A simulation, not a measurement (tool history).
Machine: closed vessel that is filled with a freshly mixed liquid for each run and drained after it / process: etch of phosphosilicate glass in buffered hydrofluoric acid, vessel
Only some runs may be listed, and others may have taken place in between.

run,hour,temperature setpoint of the liquid (K),parts of 40 % ammonium fluoride to one part of 49 % hydrofluoric acid (parts by volume),time in the liquid (s),thickness taken off the phosphosilicate glass on a monitor wafer (nm)
1,0.0,298.15,12.5,95,921.65
2,6.9,298.15,9.5,95,1171.70
3,10.3,298.15,9.5,100,1248.90
4,17.6,299.65,9.5,100,1328.70
5,19.6,301.15,9.5,100,1414.80
6,28.8,301.15,9.5,95,1383.00
7,33.3,302.15,9.5,95,1480.30
8,36.3,302.65,9.5,95,1475.80

Forecast run 9:
9,41.4,305.15,9.0,95,?

Run 9 measured thickness taken off the phosphosilicate glass on a monitor wafer (nm) 1769.50.
